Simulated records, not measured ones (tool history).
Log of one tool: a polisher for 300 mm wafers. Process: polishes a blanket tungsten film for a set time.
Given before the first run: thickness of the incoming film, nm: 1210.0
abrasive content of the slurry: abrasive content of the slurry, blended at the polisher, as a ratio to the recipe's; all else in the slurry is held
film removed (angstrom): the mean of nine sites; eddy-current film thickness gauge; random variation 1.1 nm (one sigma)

| run | hour | flow of slurry (ml/min) | pressure of the wafer on the pad (psi) | speed of the pad under the wafer (cm/s) | abrasive content of the slurry | polishing time (s) | film removed (angstrom) |
|---|---|---|---|---|---|---|---|
| 1 | 0.0 | 220 | 2.7 | 136 | 1.0 | 38 | 1415.80 |
| 2 | 7.1 | 220 | 2.7 | 118 | 1.0 | 38 | 1207.50 |
| 3 | 8.3 | 220 | 2.4 | 118 | 1.0 | 38 | 1088.50 |
| 4 | 17.1 | 220 | 2.1 | 118 | 1.0 | 38 | 953.85 |
| 5 | 19.2 | 220 | 1.6 | 118 | 1.0 | 38 | 737.80 |
| 6 | 28.1 | 220 | 1.7 | 118 | 1.0 | 38 | 767.91 |
| 7 | 33.5 | 220 | 1.8 | 118 | 1.0 | 38 | 818.97 |
| 8 | 36.2 | 220 | 1.9 | 118 | 1.0 | 38 | 848.90 |

Run 9 has not been measured yet. What should we expect?
| 9 | 38.7 | 220 | 2.0 | 118 | 1.0 | 38 | ? |

Run 9 gave film removed (angstrom) 900.29.
